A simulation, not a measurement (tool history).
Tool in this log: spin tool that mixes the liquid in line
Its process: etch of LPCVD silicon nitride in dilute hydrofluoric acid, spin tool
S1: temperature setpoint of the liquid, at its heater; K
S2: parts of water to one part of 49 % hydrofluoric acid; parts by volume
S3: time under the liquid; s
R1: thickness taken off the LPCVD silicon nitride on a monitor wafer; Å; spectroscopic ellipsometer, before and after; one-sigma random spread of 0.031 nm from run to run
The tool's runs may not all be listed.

run,hour,S1,S2,S3,R1
1,0,296.15,55,315,24.871
2,4.2,299.15,55,315,30.758
3,4.8,299.15,55,335,31.847
4,8.4,299.15,55,315,30.053
# hour 11.9: thermometer replaced
5,11.9,296.65,55,315,27.809
6,15.8,296.15,55,315,26.792
7,24.2,295.65,55,315,25.936

Estimate the outcome of run 8 from the log above:
8,31.2,295.15,55,315,?

Run 8 gave R1 25.238 Å.
